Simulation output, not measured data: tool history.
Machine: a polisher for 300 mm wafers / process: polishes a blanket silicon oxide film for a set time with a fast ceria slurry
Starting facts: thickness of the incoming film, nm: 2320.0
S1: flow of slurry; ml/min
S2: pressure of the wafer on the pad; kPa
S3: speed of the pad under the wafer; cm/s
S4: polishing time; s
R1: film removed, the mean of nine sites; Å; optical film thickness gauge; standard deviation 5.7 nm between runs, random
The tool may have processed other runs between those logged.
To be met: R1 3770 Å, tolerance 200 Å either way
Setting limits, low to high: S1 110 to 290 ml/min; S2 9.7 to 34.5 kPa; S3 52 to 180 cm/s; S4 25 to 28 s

run 1 hour=0 | S1=185 S2=22.1 S3=116 S4=28 | R1=6604.7
run 2 hour=1.2 | S1=210 S2=22.1 S3=116 S4=28 | R1=6577.3
run 3 hour=7.3 | S1=210 S2=20 S3=114 S4=28 | R1=5852.6
run 4 hour=9.1 | S1=245 S2=20 S3=114 S4=28 | R1=6095.3
run 5 hour=16.6 | S1=245 S2=18.6 S3=114 S4=28 | R1=5597
run 6 hour=21.6 | S1=245 S2=18.6 S3=100 S4=28 | R1=4918
run 7 hour=29.8 | S1=245 S2=17.9 S3=100 S4=28 | R1=4663.6
run 8 hour=30.5 | S1=245 S2=17.2 S3=100 S4=28 | R1=4548.2
run 9 hour=32 | S1=245 S2=17.2 S3=100 S4=28 | R1=4559
run 10 hour=37.2 | S1=245 S2=16.5 S3=100 S4=28 | R1=4489.2
run 11 hour=38.3 | S1=245 S2=15.9 S3=100 S4=28 | R1=4088.3
run 12 hour=42.1 | S1=240 S2=15.2 S3=100 S4=28 | R1=4086.9

Which of these 4 next moves meets every target?
run A hour=45.9 | S1=230 S2=15.2 S3=112 S4=28 | R1=?
run B hour=45.9 | S1=185 S2=13.8 S3=122 S4=28 | R1=?
run C hour=45.9 | S1=280 S2=15.2 S3=114 S4=28 | R1=?
run D hour=45.9 | S1=250 S2=15.2 S3=98 S4=26 | R1=?

move=A R1=4511.6
move=B R1=4368.9
move=C R1=4677.4
move=D R1=3712.8
A: moves away from the targets compared with the last run
B: moves away from the targets compared with the last run
C: moves away from the targets compared with the last run
D: in spec on every target
The right move is D.
